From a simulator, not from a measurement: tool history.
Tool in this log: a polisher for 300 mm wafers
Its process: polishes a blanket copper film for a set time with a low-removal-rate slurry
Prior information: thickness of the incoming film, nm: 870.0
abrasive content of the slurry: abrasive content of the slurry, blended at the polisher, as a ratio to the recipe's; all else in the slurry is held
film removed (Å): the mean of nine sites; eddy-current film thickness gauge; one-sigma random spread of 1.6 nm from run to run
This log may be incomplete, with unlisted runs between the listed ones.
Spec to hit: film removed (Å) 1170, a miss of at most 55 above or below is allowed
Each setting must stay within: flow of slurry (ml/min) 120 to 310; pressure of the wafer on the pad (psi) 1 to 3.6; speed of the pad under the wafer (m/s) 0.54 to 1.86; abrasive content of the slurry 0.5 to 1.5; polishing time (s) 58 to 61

run  hour  flow of slurry (ml/min)  pressure of the wafer on the pad (psi)  speed of the pad under the wafer (m/s)  abrasive content of the slurry  polishing time (s)  film removed (Å)
  1     0                      200                                     2.3                                    1.18                               1                  58            1460.1
  2   8.5                      225                                     2.3                                    1.18                               1                  58            1462.1
  3    13                      225                                     2.9                                    1.18                               1                  58            1838.7
  4  15.1                      225                                     2.9                                    1.18                               1                  58            1807.1
  5  23.7                      225                                     2.9                                    1.42                               1                  58            1946.7
  6  26.4                      225                                     2.6                                    1.38                               1                  58            1813.8
  7  30.2                      220                                       2                                    1.18                               1                  58            1326.7
  8  32.2                      220                                     1.9                                    1.18                               1                  58            1286.9

Exactly one of the 4 candidate moves below puts every result within its allowed miss. Which one?
  A  34.2                      230                                     1.7                                    1.42                            0.85                  60                 ?
  B  34.2                      215                                     1.8                                    1.08                            0.95                  59                 ?
  C  34.2                      190                                     2.2                                    0.98                               1                  61                 ?
  D  34.2                      235                                     1.4                                    1.44                            1.15                  61                 ?

move  film removed (Å)
   A            1312.4
   B            1155.5
   C            1308.2
   D            1254.4
A: the biggest miss grows against the last run
B: all results land within tolerance of their targets
C: the biggest miss grows against the last run
D: better than the last run, though not everything is in spec
So the answer is move B, the one that meets all the targets.

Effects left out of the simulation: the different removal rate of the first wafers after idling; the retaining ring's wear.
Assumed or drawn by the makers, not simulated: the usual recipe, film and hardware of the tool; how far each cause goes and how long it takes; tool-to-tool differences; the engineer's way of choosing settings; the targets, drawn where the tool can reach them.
